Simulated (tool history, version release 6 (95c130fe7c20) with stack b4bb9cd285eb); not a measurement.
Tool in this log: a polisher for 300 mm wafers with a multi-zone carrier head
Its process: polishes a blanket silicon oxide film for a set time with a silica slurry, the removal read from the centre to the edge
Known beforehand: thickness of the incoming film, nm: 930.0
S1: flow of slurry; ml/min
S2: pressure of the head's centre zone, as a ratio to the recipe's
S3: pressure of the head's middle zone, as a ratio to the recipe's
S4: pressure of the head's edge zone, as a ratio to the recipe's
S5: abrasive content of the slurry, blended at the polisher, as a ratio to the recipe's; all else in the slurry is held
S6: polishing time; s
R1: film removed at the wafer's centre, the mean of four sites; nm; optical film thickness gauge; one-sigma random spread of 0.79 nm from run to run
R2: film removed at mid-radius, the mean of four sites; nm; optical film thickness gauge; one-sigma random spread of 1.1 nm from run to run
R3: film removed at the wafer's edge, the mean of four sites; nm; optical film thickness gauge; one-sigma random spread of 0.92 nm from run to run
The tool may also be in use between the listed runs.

run 1 hour=0 | S1=125 S2=1 S3=1 S4=1 S5=1 S6=53 | R1=199.43 R2=192 R3=204.98
run 2 hour=6.2 | S1=120 S2=1 S3=0.99 S4=0.96 S5=0.85 S6=47 | R1=164.55 R2=159.53 R3=167.36
run 3 hour=8.9 | S1=120 S2=1 S3=0.99 S4=1.01 S5=0.85 S6=47 | R1=163.12 R2=157.41 R3=168.68
run 4 hour=10.8 | S1=120 S2=1 S3=0.99 S4=0.96 S5=0.85 S6=47 | R1=162.38 R2=155.6 R3=164.2
run 5 hour=17.5 | S1=115 S2=1 S3=0.98 S4=0.93 S5=0.75 S6=43 | R1=136.83 R2=136.03 R3=139.88
run 6 hour=21.1 | S1=115 S2=1 S3=0.98 S4=0.9 S5=0.75 S6=43 | R1=138.49 R2=132.4 R3=138.55
run 7 hour=27 | S1=115 S2=1 S3=0.97 S4=0.88 S5=0.7 S6=40 | R1=123.55 R2=123.25 R3=125.44
run 8 hour=35 | S1=110 S2=1.02 S3=0.95 S4=0.87 S5=0.65 S6=38 | R1=114.79 R2=109.94 R3=112.02
run 9 hour=37.9 | S1=105 S2=1.02 S3=0.93 S4=0.86 S5=0.6 S6=38 | R1=109.71 R2=99.176 R3=105.63

Run 10 comes next. What will it give?
run 10 hour=40.4 | S1=100 S2=1.02 S3=0.93 S4=0.85 S5=0.55 S6=38 | R1=? R2=? R3=?

R1: 102.88 nm
R2: 92.12 nm
R3: 98.505 nm
